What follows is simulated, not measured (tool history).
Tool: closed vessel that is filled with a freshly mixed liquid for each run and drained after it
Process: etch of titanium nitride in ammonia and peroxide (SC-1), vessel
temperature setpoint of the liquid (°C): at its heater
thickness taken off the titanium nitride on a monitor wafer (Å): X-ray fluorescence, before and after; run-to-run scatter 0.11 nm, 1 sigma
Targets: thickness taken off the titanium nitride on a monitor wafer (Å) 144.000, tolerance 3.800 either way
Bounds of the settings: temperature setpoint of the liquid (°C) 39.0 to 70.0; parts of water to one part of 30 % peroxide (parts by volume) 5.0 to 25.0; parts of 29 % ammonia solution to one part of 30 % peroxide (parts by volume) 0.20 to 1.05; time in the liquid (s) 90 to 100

run  hour  temperature setpoint of the liquid (°C)  parts of water to one part of 30 % peroxide (parts by volume)  parts of 29 % ammonia solution to one part of 30 % peroxide (parts by volume)  time in the liquid (s)  thickness taken off the titanium nitride on a monitor wafer (Å)
  1   0.0                                     55.0                                                           14.0                                                                           0.55                      90                                                           80.825
  2   2.1                                     49.0                                                           14.0                                                                           0.55                      90                                                           53.076
  3  11.1                                     54.0                                                           14.0                                                                           0.55                      90                                                           75.692
  4  14.1                                     54.0                                                           14.0                                                                           0.40                      90                                                           70.495
  5  22.2                                     57.5                                                           14.0                                                                           0.40                      90                                                           90.323
  6  23.6                                     59.5                                                           14.0                                                                           0.40                      90                                                          102.090
  7  24.3                                     61.0                                                           14.0                                                                           0.40                      90                                                          114.150
  8  30.0                                     62.0                                                           14.0                                                                           0.40                      90                                                          119.540
  9  32.0                                     62.0                                                           14.0                                                                           0.40                      90                                                          119.850
 10  40.9                                     63.0                                                           14.0                                                                           0.40                      90                                                          127.940
 11  49.5                                     63.5                                                           14.0                                                                           0.40                      90                                                          133.900
 12  56.3                                     64.0                                                           14.0                                                                           0.40                      90                                                          138.260

Of the 4 settings listed for the next run, only one would bring every result within its allowed miss of target. Which one?
  A  63.1                                     65.0                                                           12.5                                                                           0.20                      95                                                                ?
  B  63.1                                     62.5                                                           14.5                                                                           0.60                      90                                                                ?
  C  63.1                                     65.0                                                           17.0                                                                           0.40                      90                                                                ?
  D  63.1                                     62.0                                                           11.0                                                                           0.35                      90                                                                ?

move  thickness taken off the titanium nitride on a monitor wafer (Å)
   A                                                          144.060
   B                                                          131.460
   C                                                          131.340
   D                                                          133.980
A: all results land within tolerance of their targets
B: misses by more than the last run did
C: misses by more than the last run did
D: misses by more than the last run did
A is the move that brings every result within its allowed miss.
